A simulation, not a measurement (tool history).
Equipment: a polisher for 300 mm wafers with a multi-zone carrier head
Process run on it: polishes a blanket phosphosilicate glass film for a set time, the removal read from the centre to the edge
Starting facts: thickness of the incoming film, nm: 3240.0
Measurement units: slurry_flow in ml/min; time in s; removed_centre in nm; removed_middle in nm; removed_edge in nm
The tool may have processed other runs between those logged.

run,hour,slurry_flow,centre_zone,middle_zone,edge_zone,slurry_solids,time,removed_centre,removed_middle,removed_edge
1,0,170,1,1,1,1,81,565.36,550.32,598.14
2,5.2,185,1.02,1.05,1.02,1.05,81,603.9,591.84,638.16
3,12.9,195,1.03,1.09,1,1.1,81,629.6,638.09,641.01
4,18.1,195,0.98,1.09,1,1.1,81,598.1,619.47,645.07
# hour 26.8: edge zone pressure recalibrated
5,26.8,205,1.01,1.12,1.01,1.15,81,640.5,667.75,627.21
6,32.1,195,1.01,1.11,1.01,1.2,83,661.17,675.95,655.01
7,33.9,205,1.01,1.12,1.03,1.2,84,681.74,705.37,667.33

Predict the results of run 8:
8,34.8,210,1,1.11,1.03,1.25,85,?,?,?

{"run 8": {"removed_centre": 709.76, "removed_middle": 721.94, "removed_edge": 699.54}}

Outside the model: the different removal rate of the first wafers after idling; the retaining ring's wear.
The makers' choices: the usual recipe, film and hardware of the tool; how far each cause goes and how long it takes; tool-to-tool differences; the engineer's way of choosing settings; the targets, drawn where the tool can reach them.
